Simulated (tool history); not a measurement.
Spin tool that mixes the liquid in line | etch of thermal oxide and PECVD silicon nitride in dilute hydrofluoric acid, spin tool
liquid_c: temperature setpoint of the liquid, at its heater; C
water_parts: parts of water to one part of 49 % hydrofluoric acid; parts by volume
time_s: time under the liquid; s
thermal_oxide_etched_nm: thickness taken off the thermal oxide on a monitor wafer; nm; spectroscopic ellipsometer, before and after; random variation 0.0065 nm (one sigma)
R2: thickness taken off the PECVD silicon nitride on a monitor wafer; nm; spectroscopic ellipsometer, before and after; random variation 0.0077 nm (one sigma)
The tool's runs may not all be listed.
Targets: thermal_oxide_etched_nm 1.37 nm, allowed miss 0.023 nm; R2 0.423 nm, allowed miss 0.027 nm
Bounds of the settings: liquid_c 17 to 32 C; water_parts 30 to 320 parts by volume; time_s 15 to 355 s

{"run": 1, "hour": 0.0, "liquid_c": 24, "water_parts": 175, "time_s": 180, "thermal_oxide_etched_nm": 4.5965, "R2": 1.7733}
{"run": 2, "hour": 3.2, "liquid_c": 24, "water_parts": 175, "time_s": 240, "thermal_oxide_etched_nm": 6.1293, "R2": 2.1838}
{"run": 3, "hour": 8.5, "liquid_c": 22, "water_parts": 215, "time_s": 225, "thermal_oxide_etched_nm": 4.168, "R2": 1.5287}
{"run": 4, "hour": 14.0, "liquid_c": 20.5, "water_parts": 245, "time_s": 210, "thermal_oxide_etched_nm": 3.1376, "R2": 1.1248}
{"run": 5, "hour": 20.9, "liquid_c": 20.5, "water_parts": 290, "time_s": 210, "thermal_oxide_etched_nm": 2.5256, "R2": 0.96743}
{"run": 6, "hour": 27.9, "liquid_c": 19.5, "water_parts": 295, "time_s": 190, "thermal_oxide_etched_nm": 2.1727, "R2": 0.81095}
{"run": 7, "hour": 35.9, "liquid_c": 19, "water_parts": 300, "time_s": 170, "thermal_oxide_etched_nm": 1.8683, "R2": 0.69038}
{"run": 8, "hour": 43.0, "liquid_c": 18.5, "water_parts": 300, "time_s": 160, "thermal_oxide_etched_nm": 1.724, "R2": 0.62566}
{"run": 9, "hour": 50.3, "liquid_c": 18, "water_parts": 300, "time_s": 150, "thermal_oxide_etched_nm": 1.5851, "R2": 0.59051}
{"run": 10, "hour": 57.3, "liquid_c": 17.5, "water_parts": 305, "time_s": 150, "thermal_oxide_etched_nm": 1.5106, "R2": 0.53712}
{"run": 11, "hour": 62.4, "liquid_c": 17, "water_parts": 315, "time_s": 140, "thermal_oxide_etched_nm": 1.3446, "R2": 0.48641}

5 next moves are on the table. One of them brings every result within its allowed miss. Which?
{"run": "A", "hour": 67.5, "liquid_c": 17, "water_parts": 195, "time_s": 80, "thermal_oxide_etched_nm": "?", "R2": "?"}
{"run": "B", "hour": 67.5, "liquid_c": 22.5, "water_parts": 320, "time_s": 120, "thermal_oxide_etched_nm": "?", "R2": "?"}
{"run": "C", "hour": 67.5, "liquid_c": 24, "water_parts": 320, "time_s": 115, "thermal_oxide_etched_nm": "?", "R2": "?"}
{"run": "D", "hour": 67.5, "liquid_c": 17, "water_parts": 265, "time_s": 110, "thermal_oxide_etched_nm": "?", "R2": "?"}
{"run": "E", "hour": 67.5, "liquid_c": 17, "water_parts": 225, "time_s": 90, "thermal_oxide_etched_nm": "?", "R2": "?"}

move=A thermal_oxide_etched_nm=1.3678 R2=0.42223
move=B thermal_oxide_etched_nm=1.3692 R2=0.55945
move=C thermal_oxide_etched_nm=1.3821 R2=0.58759
move=D thermal_oxide_etched_nm=1.3004 R2=0.4331
move=E thermal_oxide_etched_nm=1.2978 R2=0.41421
A: meets every target
B: further off than the last run
C: further off than the last run
D: brings the result that was furthest off to its target, and leaves another outside
E: brings the result that was furthest off to its target, and leaves another outside
Move A is the one to make.

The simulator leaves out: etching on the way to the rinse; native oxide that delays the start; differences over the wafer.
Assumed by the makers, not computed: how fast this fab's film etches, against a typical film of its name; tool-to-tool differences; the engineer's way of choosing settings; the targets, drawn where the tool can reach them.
